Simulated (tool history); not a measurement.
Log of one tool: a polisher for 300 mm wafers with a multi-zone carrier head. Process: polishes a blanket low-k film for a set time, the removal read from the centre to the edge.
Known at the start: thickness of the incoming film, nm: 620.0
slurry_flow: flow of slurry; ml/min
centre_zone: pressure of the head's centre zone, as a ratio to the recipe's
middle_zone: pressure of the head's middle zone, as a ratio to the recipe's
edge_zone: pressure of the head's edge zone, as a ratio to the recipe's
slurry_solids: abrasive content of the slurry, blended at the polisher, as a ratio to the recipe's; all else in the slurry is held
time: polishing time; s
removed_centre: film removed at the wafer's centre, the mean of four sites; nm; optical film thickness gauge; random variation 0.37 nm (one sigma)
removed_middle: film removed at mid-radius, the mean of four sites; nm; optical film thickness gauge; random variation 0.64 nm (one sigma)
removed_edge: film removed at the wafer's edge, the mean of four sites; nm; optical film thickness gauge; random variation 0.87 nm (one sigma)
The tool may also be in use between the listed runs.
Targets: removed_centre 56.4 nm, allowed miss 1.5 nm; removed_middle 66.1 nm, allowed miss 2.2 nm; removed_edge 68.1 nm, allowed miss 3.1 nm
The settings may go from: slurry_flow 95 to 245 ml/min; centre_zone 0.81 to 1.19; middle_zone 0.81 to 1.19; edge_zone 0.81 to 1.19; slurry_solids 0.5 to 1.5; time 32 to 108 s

run  hour  slurry_flow  centre_zone  middle_zone  edge_zone  slurry_solids  time  removed_centre  removed_middle  removed_edge
  1     0          155            1            1          1              1    70          40.015          39.699        40.601
  2   4.3          155            1            1          1              1    62           35.69          35.219        36.205
  3   8.7          155         0.94            1          1              1    62           32.91          35.091         35.21
  4   9.6          150         0.94         1.03       1.06           1.15    70          39.679           43.45        44.915
  5  14.1          150         0.89         1.03       1.06           1.15    70           37.96          44.458        45.015
     19.8  -- worn pad replaced by a new one
  6  19.8          150         0.89         1.03       1.06              1    70          38.278           44.08        45.593
  7  23.2          150         0.89         1.03       1.06              1    70            38.4          44.302        45.774
  8  25.7          160         0.91         1.08        1.1              1    74          41.988          48.685        48.983

5 next moves are on the table. One of them brings every result within its allowed miss. Which?
  A  28.2          190         0.82         1.04       1.19            0.9   107               ?               ?             ?
  B  28.2          150         0.98         1.05       1.09           1.05    48               ?               ?             ?
  C  28.2          200         1.02         1.07       1.19           0.85    99               ?               ?             ?
  D  28.2          170         0.92         1.09       1.18              1    97               ?               ?             ?
  E  28.2          165         0.86         1.11       1.07           1.05    61               ?               ?             ?

move  removed_centre  removed_middle  removed_edge
   A           52.19          66.813        72.289
   B          29.616          32.027        33.144
   C          58.434          61.377        64.757
   D          55.702          66.138        68.693
   E          33.477           43.25        42.082
A: nearer than the last run, and not there yet
B: further off than the last run
C: takes the result that was furthest off past its target
D: meets every target
E: further off than the last run
Move D is the one to make.
